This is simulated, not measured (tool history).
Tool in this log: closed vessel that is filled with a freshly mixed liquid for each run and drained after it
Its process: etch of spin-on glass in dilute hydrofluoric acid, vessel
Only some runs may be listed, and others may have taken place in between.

run,hour,temperature setpoint of the liquid (C),parts of water to one part of 49 % hydrofluoric acid (parts by volume),time in the liquid (s),thickness taken off the spin-on glass on a monitor wafer (nm)
1,0.0,21.0,90,30,6.5640
2,1.7,19.5,90,30,6.2251
3,3.3,19.5,90,30,6.1889
4,12.1,19.0,90,30,6.0375
5,18.8,19.0,75,30,7.3629
6,21.2,19.0,75,30,7.3539
7,27.5,19.0,75,30,7.3876
8,28.5,18.5,80,30,6.7006

Run 9 has not been measured yet. What should we expect?
9,30.6,18.0,80,30,?

For run 9 the tool returned thickness taken off the spin-on glass on a monitor wafer (nm) 6.5769.
